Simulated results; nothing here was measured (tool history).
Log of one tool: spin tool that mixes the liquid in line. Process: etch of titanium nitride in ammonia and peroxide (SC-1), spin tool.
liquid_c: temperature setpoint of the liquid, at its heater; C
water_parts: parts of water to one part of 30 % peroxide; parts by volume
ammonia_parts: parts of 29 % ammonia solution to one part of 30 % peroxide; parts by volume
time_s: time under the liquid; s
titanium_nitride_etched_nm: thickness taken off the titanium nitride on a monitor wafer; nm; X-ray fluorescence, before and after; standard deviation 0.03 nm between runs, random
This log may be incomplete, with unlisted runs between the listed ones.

run,hour,liquid_c,water_parts,ammonia_parts,time_s,titanium_nitride_etched_nm
1,0,58,23.5,0.45,80,3.2923
2,2.2,61,23.5,0.45,80,3.9903
3,5.5,63,23.5,0.45,80,4.578
4,12.4,66,23.5,0.45,80,5.4825
5,17.2,66,23.5,0.35,80,5.3022
6,19.4,66,23.5,0.35,80,5.272
7,21.7,67,23.5,0.35,80,5.603

Estimate the outcome of run 8 from the log above:
# hour 26.7: heated supply line repaired
8,26.7,67.5,23.5,0.35,80,?

titanium_nitride_etched_nm: 7.0853 nm
